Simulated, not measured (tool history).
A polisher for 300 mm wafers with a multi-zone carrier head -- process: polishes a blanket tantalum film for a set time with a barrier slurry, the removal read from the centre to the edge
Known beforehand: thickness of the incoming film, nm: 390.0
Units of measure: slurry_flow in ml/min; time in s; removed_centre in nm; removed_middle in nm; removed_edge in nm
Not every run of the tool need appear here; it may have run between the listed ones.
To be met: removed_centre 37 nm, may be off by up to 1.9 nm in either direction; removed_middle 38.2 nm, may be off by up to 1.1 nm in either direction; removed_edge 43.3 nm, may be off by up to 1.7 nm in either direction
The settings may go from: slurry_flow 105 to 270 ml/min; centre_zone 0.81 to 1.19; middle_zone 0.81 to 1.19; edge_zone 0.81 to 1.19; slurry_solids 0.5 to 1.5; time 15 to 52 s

| run | hour | slurry_flow | centre_zone | middle_zone | edge_zone | slurry_solids | time | removed_centre | removed_middle | removed_edge |
|---|---|---|---|---|---|---|---|---|---|---|
| 1 | 0 | 175 | 1 | 1 | 1 | 1 | 33 | 50.02 | 50.316 | 50.222 |
| 2 | 4.9 | 175 | 1 | 1 | 1.06 | 1 | 33 | 50.556 | 49.985 | 51.471 |
| 3 | 11 | 170 | 0.98 | 0.98 | 1.05 | 0.95 | 33 | 48.093 | 48.754 | 49.605 |
| 4 | 15.3 | 165 | 0.96 | 0.95 | 1.07 | 0.9 | 33 | 46.635 | 46.355 | 49.543 |
| 5 | 21.8 | 165 | 0.96 | 0.95 | 1.13 | 0.9 | 33 | 46.551 | 46.376 | 50.948 |
| 6 | 30.5 | 165 | 0.96 | 0.98 | 1.13 | 0.9 | 33 | 47.878 | 47.971 | 50.826 |
| 7 | 32.6 | 160 | 0.95 | 0.96 | 1.11 | 0.85 | 33 | 45.204 | 46.018 | 49.637 |
| 8 | 40.7 | 155 | 0.94 | 0.94 | 1.09 | 0.8 | 33 | 44.343 | 43.813 | 48.233 |
| 9 | 42.7 | 150 | 0.92 | 0.93 | 1.08 | 0.8 | 33 | 42.759 | 43.676 | 47.759 |
| 10 | 44.5 | 145 | 0.91 | 0.92 | 1.07 | 0.8 | 33 | 41.084 | 42.565 | 46.633 |

4 candidate next runs follow, results not yet known. Just one meets every target within its allowed miss. Identify it.
| A | 46.3 | 105 | 0.87 | 0.81 | 1.19 | 0.6 | 37 | ? | ? | ? |
| B | 46.3 | 130 | 0.93 | 0.98 | 1.06 | 0.75 | 32 | ? | ? | ? |
| C | 46.3 | 205 | 0.81 | 0.81 | 1 | 0.55 | 35 | ? | ? | ? |
| D | 46.3 | 150 | 0.81 | 1.09 | 1.03 | 0.8 | 28 | ? | ? | ? |

| move | removed_centre | removed_middle | removed_edge |
|---|---|---|---|
| A | 36 | 35.67 | 46.535 |
| B | 38.518 | 40.94 | 43.251 |
| C | 36.969 | 37.81 | 43.194 |
| D | 32.387 | 40.947 | 39.069 |
A: moves the result that the last run missed by most past its target, out the other side
B: nearer than the last run, and not there yet
C: hits every target within its allowed miss
D: nearer than the last run, and not there yet
Answer: C
